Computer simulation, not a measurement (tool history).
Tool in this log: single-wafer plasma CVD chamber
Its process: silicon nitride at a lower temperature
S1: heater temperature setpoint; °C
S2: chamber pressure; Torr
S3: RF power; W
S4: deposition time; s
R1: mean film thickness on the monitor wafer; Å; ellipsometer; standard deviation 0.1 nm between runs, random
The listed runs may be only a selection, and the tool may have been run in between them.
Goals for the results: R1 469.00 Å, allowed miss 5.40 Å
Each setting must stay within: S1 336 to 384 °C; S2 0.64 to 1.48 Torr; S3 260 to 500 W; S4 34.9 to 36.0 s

| run | hour | S1 | S2 | S3 | S4 | R1 |
|---|---|---|---|---|---|---|
| 1 | 0.0 | 360 | 1.06 | 380 | 34.9 | 393.73 |
| 2 | 0.9 | 360 | 1.14 | 385 | 34.9 | 406.56 |
| 3 | 1.6 | 365 | 1.14 | 385 | 34.9 | 403.31 |
| 4 | 8.6 | 360 | 1.14 | 385 | 34.9 | 405.50 |
| 5 | 13.3 | 360 | 1.21 | 390 | 34.9 | 415.89 |
| 6 | 21.6 | 360 | 1.26 | 395 | 34.9 | 423.65 |
| 7 | 25.7 | 360 | 1.30 | 400 | 34.9 | 433.54 |
| 8 | 27.1 | 360 | 1.48 | 420 | 34.9 | 459.11 |

Which of these 4 next moves meets every target?
| A | 28.5 | 357 | 1.48 | 390 | 36.0 | ? |
| B | 28.5 | 351 | 1.47 | 415 | 35.1 | ? |
| C | 28.5 | 363 | 1.47 | 420 | 34.9 | ? |
| D | 28.5 | 359 | 1.48 | 435 | 34.9 | ? |

| move | R1 |
|---|---|
| A | 455.24 |
| B | 461.47 |
| C | 460.02 |
| D | 471.71 |
A: lands further from the targets than the last run did
B: an improvement on the last run, though not all results are within tolerance
C: an improvement on the last run, though not all results are within tolerance
D: meets every target
Move D is the one to make.
